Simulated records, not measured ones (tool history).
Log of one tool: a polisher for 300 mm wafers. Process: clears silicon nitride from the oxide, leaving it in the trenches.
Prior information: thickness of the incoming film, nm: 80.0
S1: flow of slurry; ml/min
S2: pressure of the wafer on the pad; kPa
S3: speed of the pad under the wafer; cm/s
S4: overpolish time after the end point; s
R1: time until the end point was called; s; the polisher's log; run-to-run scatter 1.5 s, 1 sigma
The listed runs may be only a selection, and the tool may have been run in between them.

run 1 hour=0 | S1=250 S2=13.8 S3=114 S4=24 | R1=149.83
run 2 hour=1.1 | S1=250 S2=15.2 S3=114 S4=24 | R1=138.22
run 3 hour=6.7 | S1=275 S2=15.2 S3=114 S4=24 | R1=139.56
run 4 hour=9.4 | S1=275 S2=16.5 S3=116 S4=24 | R1=126.8
run 5 hour=10.6 | S1=275 S2=16.5 S3=116 S4=26 | R1=127.71
run 6 hour=15.9 | S1=275 S2=17.2 S3=116 S4=26 | R1=128.11
run 7 hour=22.4 | S1=275 S2=17.9 S3=118 S4=26 | R1=115.28

What will run 8 give?
run 8 hour=29 | S1=275 S2=18.6 S3=118 S4=26 | R1=?

Run 8 measured R1 116.76 s.
